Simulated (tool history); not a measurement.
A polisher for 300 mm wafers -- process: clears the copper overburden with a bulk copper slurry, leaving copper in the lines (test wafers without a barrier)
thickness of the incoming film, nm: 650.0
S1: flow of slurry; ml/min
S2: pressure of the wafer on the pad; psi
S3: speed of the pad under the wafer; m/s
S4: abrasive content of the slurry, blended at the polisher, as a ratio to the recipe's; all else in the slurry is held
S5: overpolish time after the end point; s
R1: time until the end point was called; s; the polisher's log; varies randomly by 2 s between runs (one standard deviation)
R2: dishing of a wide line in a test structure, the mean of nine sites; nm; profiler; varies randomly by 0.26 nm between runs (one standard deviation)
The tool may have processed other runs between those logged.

run  hour   S1   S2    S3  S4  S5      R1      R2
  1     0  240  2.8  0.84   1  13  76.586  49.253
  2     1  240  2.4  0.86   1  10  87.467  37.311
  3   7.1  240  2.1   0.9   1   8  95.313   29.34
  4   8.9  240  1.9  0.92   1   7  102.24  24.535
  5  11.3  240  2.5  0.92   1   7  79.376  30.434
  6  17.4  240  2.5  0.92   1   9  78.048  37.701

Predict the results of run 7:
  7  20.4  245  2.3  0.92   1   8   ?   ?

{"run 7": {"R1": 85.474, "R2": 32.211}}
